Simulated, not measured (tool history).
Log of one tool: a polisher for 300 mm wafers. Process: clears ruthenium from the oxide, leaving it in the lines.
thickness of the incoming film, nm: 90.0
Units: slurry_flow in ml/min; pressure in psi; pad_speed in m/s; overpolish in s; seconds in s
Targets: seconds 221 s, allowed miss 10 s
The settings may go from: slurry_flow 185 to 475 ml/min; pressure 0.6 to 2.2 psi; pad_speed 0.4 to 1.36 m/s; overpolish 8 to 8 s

run 1 day=0 | slurry_flow=305 pressure=1.4 pad_speed=0.88 overpolish=8 | seconds=172.43
run 2 day=0.058 | slurry_flow=380 pressure=1.4 pad_speed=0.88 overpolish=8 | seconds=166.16
run 3 day=0.408 | slurry_flow=380 pressure=1.4 pad_speed=1.08 overpolish=8 | seconds=139.07
run 4 day=0.5 | slurry_flow=380 pressure=1.6 pad_speed=1.08 overpolish=8 | seconds=125.76
run 5 day=0.775 | slurry_flow=380 pressure=1.7 pad_speed=1.08 overpolish=8 | seconds=117.31
run 6 day=0.95 | slurry_flow=380 pressure=1.7 pad_speed=1.08 overpolish=8 | seconds=119.58
run 7 day=1.229 | slurry_flow=380 pressure=1.4 pad_speed=1.06 overpolish=8 | seconds=144.11
-- day=1.45 slurry nozzle cleaned
run 8 day=1.45 | slurry_flow=380 pressure=1.2 pad_speed=1.04 overpolish=8 | seconds=158.52
run 9 day=1.488 | slurry_flow=380 pressure=1 pad_speed=1.02 overpolish=8 | seconds=186.53
run 10 day=1.767 | slurry_flow=380 pressure=0.9 pad_speed=1.02 overpolish=8 | seconds=195.05

Which of these 5 next moves meets every target?
run A day=2.046 | slurry_flow=345 pressure=1.1 pad_speed=1.18 overpolish=8 | seconds=?
run B day=2.046 | slurry_flow=355 pressure=1.1 pad_speed=1.1 overpolish=8 | seconds=?
run C day=2.046 | slurry_flow=360 pressure=0.7 pad_speed=0.98 overpolish=8 | seconds=?
run D day=2.046 | slurry_flow=405 pressure=0.7 pad_speed=0.88 overpolish=8 | seconds=?
run E day=2.046 | slurry_flow=350 pressure=0.9 pad_speed=0.88 overpolish=8 | seconds=?

move=A seconds=153.15
move=B seconds=161.66
move=C seconds=242.44
move=D seconds=261.07
move=E seconds=222.76
A: further off than the last run
B: further off than the last run
C: takes the result that was furthest off past its target
D: takes the result that was furthest off past its target
E: meets every target
Move E is the one to make.
